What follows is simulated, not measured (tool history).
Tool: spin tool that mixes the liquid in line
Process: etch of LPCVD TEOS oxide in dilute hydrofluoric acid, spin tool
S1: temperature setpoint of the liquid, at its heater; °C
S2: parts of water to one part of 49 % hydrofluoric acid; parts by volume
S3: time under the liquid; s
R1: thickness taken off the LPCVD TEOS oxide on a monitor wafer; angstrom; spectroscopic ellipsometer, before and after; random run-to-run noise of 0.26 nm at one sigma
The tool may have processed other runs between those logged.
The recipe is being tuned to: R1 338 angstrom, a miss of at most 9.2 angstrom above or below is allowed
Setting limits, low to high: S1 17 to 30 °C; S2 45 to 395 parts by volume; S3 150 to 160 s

run	hour	S1	S2	S3	R1
1	0	22	220	150	227.3
2	2.4	23	215	150	243.44
3	3.2	23	255	150	196.89
4	7.7	24	250	150	210.29
# hour 14.3: thermometer replaced
5	14.3	24	300	150	180.89
6	18.3	25	285	150	201.28
7	22.1	25.5	275	150	214.85
8	27.4	29.5	205	150	359.14
9	31.1	29	205	150	351.46

5 candidate next runs follow, results not yet known. Just one meets every target within its allowed miss. Identify it.
A	34.8	30	220	160	?
B	34.8	27.5	190	155	?
C	34.8	29	195	150	?
D	34.8	29	210	150	?
E	34.8	28	195	160	?

move	R1
A	351.61
B	374.54
C	370.24
D	337.67
E	381.23
A: as far off as the last run
B: moves away from the targets compared with the last run
C: moves away from the targets compared with the last run
D: in spec on every target
E: moves away from the targets compared with the last run
The right move is D.

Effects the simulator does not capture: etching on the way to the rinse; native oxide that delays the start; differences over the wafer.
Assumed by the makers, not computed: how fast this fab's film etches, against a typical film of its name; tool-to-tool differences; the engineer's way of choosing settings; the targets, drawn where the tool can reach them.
